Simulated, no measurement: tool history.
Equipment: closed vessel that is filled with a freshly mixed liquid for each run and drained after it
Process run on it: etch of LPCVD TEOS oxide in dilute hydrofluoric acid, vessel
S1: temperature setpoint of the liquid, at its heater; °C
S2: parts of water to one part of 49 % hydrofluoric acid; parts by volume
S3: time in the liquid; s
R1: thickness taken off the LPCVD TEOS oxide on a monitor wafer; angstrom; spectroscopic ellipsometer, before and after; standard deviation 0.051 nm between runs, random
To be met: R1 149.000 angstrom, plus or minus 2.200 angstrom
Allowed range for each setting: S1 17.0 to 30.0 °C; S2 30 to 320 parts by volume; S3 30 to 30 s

| run | hour | S1 | S2 | S3 | R1 |
|---|---|---|---|---|---|
| 1 | 0.0 | 22.0 | 175 | 30 | 78.705 |
| 2 | 6.5 | 22.0 | 175 | 30 | 78.698 |
| 3 | 11.1 | 22.0 | 210 | 30 | 63.168 |
| 4 | 18.4 | 22.0 | 260 | 30 | 48.433 |
| 5 | 26.9 | 23.0 | 240 | 30 | 55.671 |
| 6 | 32.4 | 23.0 | 240 | 30 | 55.872 |
| 7 | 36.9 | 24.0 | 225 | 30 | 62.421 |
| 8 | 46.1 | 24.0 | 225 | 30 | 62.429 |
| 9 | 50.2 | 24.5 | 210 | 30 | 69.651 |

Next run, 4 choices. One meets every target within its allowed miss, the rest don't. Which?
| A | 54.3 | 26.0 | 115 | 30 | ? |
| B | 54.3 | 24.0 | 110 | 30 | ? |
| C | 54.3 | 23.0 | 75 | 30 | ? |
| D | 54.3 | 25.0 | 115 | 30 | ? |

| move | R1 |
|---|---|
| A | 149.860 |
| B | 145.840 |
| C | 214.540 |
| D | 144.180 |
A: hits every target within its allowed miss
B: moves toward the targets from the last run without getting all of them in spec
C: takes the result that was furthest off past its target
D: moves toward the targets from the last run without getting all of them in spec
A is the move that brings every result within its allowed miss.
